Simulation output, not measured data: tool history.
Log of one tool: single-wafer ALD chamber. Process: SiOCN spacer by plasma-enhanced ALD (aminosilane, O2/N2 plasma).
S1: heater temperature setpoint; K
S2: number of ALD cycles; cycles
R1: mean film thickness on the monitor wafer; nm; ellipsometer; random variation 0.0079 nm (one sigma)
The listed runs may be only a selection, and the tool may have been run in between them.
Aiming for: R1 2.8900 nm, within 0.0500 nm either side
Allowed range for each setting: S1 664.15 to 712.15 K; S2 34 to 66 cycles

run,day,S1,S2,R1
1,0.000,688.15,50,3.2384
2,0.225,684.15,50,3.2742
3,0.492,686.15,49,3.1752
4,0.729,686.15,55,3.5821
5,1.038,678.15,55,3.6645
6,1.075,681.15,53,3.4965
7,1.288,684.15,52,3.4162
8,1.442,686.15,51,3.3146
9,1.675,688.15,50,3.2426
10,1.933,689.15,49,3.1598
11,1.967,691.15,49,3.1647
# day 2.050: thermocouple changed; heater temperature recalibrated
12,2.050,691.15,49,3.1758
13,2.267,691.15,48,3.1143

5 candidate next runs follow, results not yet known. Just one meets every target within its allowed miss. Identify it.
A,2.483,693.15,45,?
B,2.483,698.15,43,?
C,2.483,692.15,53,?
D,2.483,687.15,43,?
E,2.483,691.15,50,?

move,R1
A,2.8994
B,2.7317
C,3.4244
D,2.8171
E,3.2396
A: hits every target within its allowed miss
B: takes the result that was furthest off past its target
C: moves away from the targets compared with the last run
D: takes the result that was furthest off past its target
E: moves away from the targets compared with the last run
So the answer is move A, the one that meets all the targets.
